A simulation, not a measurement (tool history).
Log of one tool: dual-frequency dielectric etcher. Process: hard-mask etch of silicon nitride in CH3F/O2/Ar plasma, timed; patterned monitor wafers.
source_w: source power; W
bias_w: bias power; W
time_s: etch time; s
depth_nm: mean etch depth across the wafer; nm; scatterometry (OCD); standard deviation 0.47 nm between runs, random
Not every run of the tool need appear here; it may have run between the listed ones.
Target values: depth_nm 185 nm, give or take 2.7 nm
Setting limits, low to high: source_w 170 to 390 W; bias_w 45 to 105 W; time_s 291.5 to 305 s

run 1 hour=0 | source_w=280 bias_w=75 time_s=291.5 | depth_nm=151.38
run 2 hour=6.7 | source_w=280 bias_w=86 time_s=291.5 | depth_nm=157.92
run 3 hour=15.3 | source_w=230 bias_w=86 time_s=291.5 | depth_nm=145.01
run 4 hour=19.4 | source_w=260 bias_w=86 time_s=291.5 | depth_nm=153.21
run 5 hour=25.3 | source_w=280 bias_w=86 time_s=291.5 | depth_nm=159.06
run 6 hour=31.7 | source_w=300 bias_w=86 time_s=291.5 | depth_nm=162.27
run 7 hour=40.2 | source_w=320 bias_w=87 time_s=291.5 | depth_nm=167.3
run 8 hour=41.5 | source_w=330 bias_w=88 time_s=291.5 | depth_nm=170.77

Consider the 4 candidate settings below. Which is the only one whose results all fall within their allowed miss of target?
run A hour=42.8 | source_w=360 bias_w=95 time_s=295.5 | depth_nm=?
run B hour=42.8 | source_w=310 bias_w=89 time_s=291.5 | depth_nm=?
run C hour=42.8 | source_w=350 bias_w=87 time_s=294.5 | depth_nm=?
run D hour=42.8 | source_w=350 bias_w=80 time_s=302.5 | depth_nm=?

move=A depth_nm=184.03
move=B depth_nm=167.04
move=C depth_nm=176.41
move=D depth_nm=176.7
A: each result inside its tolerance
B: lands further from the targets than the last run did
C: nearer the targets than the last run, but a result is still out of spec
D: nearer the targets than the last run, but a result is still out of spec
Answer: A
